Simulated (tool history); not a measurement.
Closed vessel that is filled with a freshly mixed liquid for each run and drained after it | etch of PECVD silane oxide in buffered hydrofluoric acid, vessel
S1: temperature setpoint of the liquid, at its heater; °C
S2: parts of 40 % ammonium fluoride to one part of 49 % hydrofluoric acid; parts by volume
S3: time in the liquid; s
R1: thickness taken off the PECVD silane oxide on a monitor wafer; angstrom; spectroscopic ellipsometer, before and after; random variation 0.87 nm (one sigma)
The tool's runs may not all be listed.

run 1 hour=0 | S1=23 S2=16.5 S3=100 | R1=1400.9
run 2 hour=6.8 | S1=23 S2=16.5 S3=110 | R1=1517.9
run 3 hour=10.4 | S1=22 S2=17 S3=110 | R1=1412
run 4 hour=12.5 | S1=21 S2=17.5 S3=110 | R1=1284.1
run 5 hour=15.6 | S1=21 S2=20.5 S3=110 | R1=1104.1
run 6 hour=24.1 | S1=20.5 S2=20.5 S3=110 | R1=1086.8
run 7 hour=31.5 | S1=20 S2=20.5 S3=110 | R1=1050.5
run 8 hour=38.1 | S1=20 S2=20.5 S3=110 | R1=1060
-- hour=44.7 thermometer replaced
run 9 hour=44.7 | S1=19.5 S2=20.5 S3=110 | R1=1163.1

Predict the results of run 10:
run 10 hour=49.4 | S1=20.5 S2=21 S3=110 | R1=?

R1: 1187 angstrom

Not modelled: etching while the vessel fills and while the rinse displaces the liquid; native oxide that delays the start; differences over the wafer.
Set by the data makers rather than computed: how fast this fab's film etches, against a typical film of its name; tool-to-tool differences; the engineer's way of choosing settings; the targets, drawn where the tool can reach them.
